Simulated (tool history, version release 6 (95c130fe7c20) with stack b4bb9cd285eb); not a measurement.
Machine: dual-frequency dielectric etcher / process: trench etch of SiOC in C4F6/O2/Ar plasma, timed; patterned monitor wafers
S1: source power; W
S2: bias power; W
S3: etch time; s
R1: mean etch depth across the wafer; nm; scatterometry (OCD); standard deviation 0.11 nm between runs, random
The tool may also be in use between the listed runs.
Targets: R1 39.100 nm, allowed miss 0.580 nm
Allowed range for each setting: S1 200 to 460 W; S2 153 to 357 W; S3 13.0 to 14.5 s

Run 1, hour 0.0: S1 330 W, S2 255 W, S3 14.5 s. Result: R1 34.175 nm.
Run 2, hour 8.6: S1 330 W, S2 255 W, S3 13.0 s. Result: R1 30.527 nm.
Run 3, hour 14.4: S1 330 W, S2 240 W, S3 13.0 s. Result: R1 29.909 nm.
Run 4, hour 22.3: S1 360 W, S2 257 W, S3 13.0 s. Result: R1 31.526 nm.
Run 5, hour 26.9: S1 380 W, S2 282 W, S3 13.0 s. Result: R1 33.194 nm.
Run 6, hour 28.4: S1 330 W, S2 282 W, S3 13.0 s. Result: R1 31.838 nm.
Run 7, hour 33.7: S1 360 W, S2 302 W, S3 13.0 s. Result: R1 33.647 nm.
Run 8, hour 37.2: S1 380 W, S2 316 W, S3 13.0 s. Result: R1 34.668 nm.
Run 9, hour 43.8: S1 400 W, S2 327 W, S3 13.0 s. Result: R1 35.849 nm.
Run 10, hour 46.2: S1 410 W, S2 335 W, S3 13.0 s. Result: R1 36.481 nm.
Run 11, hour 50.1: S1 420 W, S2 341 W, S3 13.0 s. Result: R1 36.960 nm.
At hour 55.9: wet clean of the chamber.
Run 12, hour 55.9: S1 430 W, S2 345 W, S3 13.0 s. Result: R1 36.199 nm.
Run 13, hour 62.7: S1 440 W, S2 357 W, S3 14.5 s. Result: R1 41.154 nm.
Run 14, hour 66.2: S1 430 W, S2 354 W, S3 14.5 s. Result: R1 40.719 nm.
Run 15, hour 68.4: S1 420 W, S2 351 W, S3 14.5 s. Result: R1 40.261 nm.
Run 16, hour 76.7: S1 420 W, S2 351 W, S3 14.5 s. Result: R1 39.971 nm.
Run 17, hour 78.7: S1 420 W, S2 351 W, S3 14.5 s. Result: R1 40.022 nm.
Run 18, hour 83.8: S1 420 W, S2 351 W, S3 14.5 s. Result: R1 40.077 nm.
Run 19, hour 86.2: S1 410 W, S2 350 W, S3 14.5 s. Result: R1 39.690 nm.
Run 20, hour 94.2: S1 410 W, S2 349 W, S3 14.5 s. Result: R1 39.828 nm.

Which of these 5 next moves meets every target?
Run A, hour 102.2: S1 450 W, S2 335 W, S3 14.0 s. Result: R1 ?.
Run B, hour 102.2: S1 360 W, S2 330 W, S3 14.5 s. Result: R1 ?.
Run C, hour 102.2: S1 420 W, S2 355 W, S3 13.5 s. Result: R1 ?.
Run D, hour 102.2: S1 390 W, S2 350 W, S3 14.0 s. Result: R1 ?.
Run E, hour 102.2: S1 420 W, S2 332 W, S3 14.0 s. Result: R1 ?.

move      R1
   A  38.790
   B  37.184
   C  37.401
   D  37.670
   E  37.800
A: hits every target within its allowed miss
B: takes the biggest miss from the last run beyond its target
C: takes the biggest miss from the last run beyond its target
D: takes the biggest miss from the last run beyond its target
E: takes the biggest miss from the last run beyond its target
Move A is the one to make.

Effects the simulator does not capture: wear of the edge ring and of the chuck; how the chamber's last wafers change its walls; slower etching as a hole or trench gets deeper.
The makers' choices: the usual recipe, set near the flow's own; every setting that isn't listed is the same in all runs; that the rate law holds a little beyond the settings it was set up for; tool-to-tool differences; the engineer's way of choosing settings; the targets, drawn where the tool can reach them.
